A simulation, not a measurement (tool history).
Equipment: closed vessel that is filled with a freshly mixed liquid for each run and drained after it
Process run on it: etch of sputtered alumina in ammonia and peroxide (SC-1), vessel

run	day	temperature setpoint of the liquid (K)	parts of 29 % ammonia solution to one part of 30 % peroxide (parts by volume)	time in the liquid (s)	thickness taken off the sputtered alumina on a monitor wafer (nm)
1	0	331.15	0.65	70	5.0835
2	0.062	324.15	0.65	70	3.4633
3	0.108	323.15	0.65	70	3.2618
4	0.283	323.15	0.85	70	3.3427
5	0.521	322.15	0.85	70	3.2028
6	0.696	321.65	0.85	70	3.1165
7	0.767	317.15	0.85	70	2.4187

For run 8, what comes out?
8	1.121	317.65	0.85	70	?

{"run 8": {"thickness taken off the sputtered alumina on a monitor wafer (nm)": 2.4534}}
